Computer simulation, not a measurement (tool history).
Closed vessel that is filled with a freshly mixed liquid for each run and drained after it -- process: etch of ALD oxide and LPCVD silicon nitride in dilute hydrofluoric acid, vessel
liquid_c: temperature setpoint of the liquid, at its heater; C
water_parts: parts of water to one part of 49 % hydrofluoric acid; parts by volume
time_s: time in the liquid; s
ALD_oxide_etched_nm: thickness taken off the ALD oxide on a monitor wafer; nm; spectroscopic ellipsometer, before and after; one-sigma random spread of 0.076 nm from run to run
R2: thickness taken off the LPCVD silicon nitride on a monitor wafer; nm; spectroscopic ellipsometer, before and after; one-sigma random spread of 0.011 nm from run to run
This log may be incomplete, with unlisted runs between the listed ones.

{"run": 1, "hour": 0.0, "liquid_c": 25.0, "water_parts": 155, "time_s": 255, "ALD_oxide_etched_nm": 22.48, "R2": 0.82813}
{"run": 2, "hour": 8.5, "liquid_c": 24.5, "water_parts": 165, "time_s": 255, "ALD_oxide_etched_nm": 20.39, "R2": 0.75371}
{"run": 3, "hour": 10.9, "liquid_c": 21.0, "water_parts": 165, "time_s": 255, "ALD_oxide_etched_nm": 17.94, "R2": 0.61389}
{"run": 4, "hour": 14.9, "liquid_c": 21.0, "water_parts": 175, "time_s": 255, "ALD_oxide_etched_nm": 16.513, "R2": 0.55478}
{"run": 5, "hour": 22.3, "liquid_c": 21.0, "water_parts": 175, "time_s": 170, "ALD_oxide_etched_nm": 11.14, "R2": 0.37228}
{"run": 6, "hour": 25.4, "liquid_c": 21.0, "water_parts": 175, "time_s": 105, "ALD_oxide_etched_nm": 6.8751, "R2": 0.23115}
{"run": 7, "hour": 31.9, "liquid_c": 22.0, "water_parts": 170, "time_s": 105, "ALD_oxide_etched_nm": 7.4363, "R2": 0.25118}
{"run": 8, "hour": 40.1, "liquid_c": 23.0, "water_parts": 165, "time_s": 105, "ALD_oxide_etched_nm": 7.9661, "R2": 0.26375}
{"run": 9, "hour": 45.8, "liquid_c": 24.5, "water_parts": 165, "time_s": 105, "ALD_oxide_etched_nm": 8.4468, "R2": 0.30319}
{"run": 10, "hour": 52.4, "liquid_c": 25.0, "water_parts": 160, "time_s": 105, "ALD_oxide_etched_nm": 8.8474, "R2": 0.33713}
{"run": 11, "hour": 57.5, "liquid_c": 25.0, "water_parts": 155, "time_s": 105, "ALD_oxide_etched_nm": 9.1813, "R2": 0.34945}
{"run": 12, "hour": 65.4, "liquid_c": 25.0, "water_parts": 150, "time_s": 105, "ALD_oxide_etched_nm": 9.6714, "R2": 0.35093}
{"run": 13, "hour": 72.3, "liquid_c": 25.0, "water_parts": 150, "time_s": 105, "ALD_oxide_etched_nm": 9.581, "R2": 0.34176}

The next listed run, before its measurement:
{"run": 14, "hour": 74.7, "liquid_c": 25.5, "water_parts": 150, "time_s": 105, "ALD_oxide_etched_nm": "?", "R2": "?"}

ALD_oxide_etched_nm: 9.7761 nm
R2: 0.36902 nm

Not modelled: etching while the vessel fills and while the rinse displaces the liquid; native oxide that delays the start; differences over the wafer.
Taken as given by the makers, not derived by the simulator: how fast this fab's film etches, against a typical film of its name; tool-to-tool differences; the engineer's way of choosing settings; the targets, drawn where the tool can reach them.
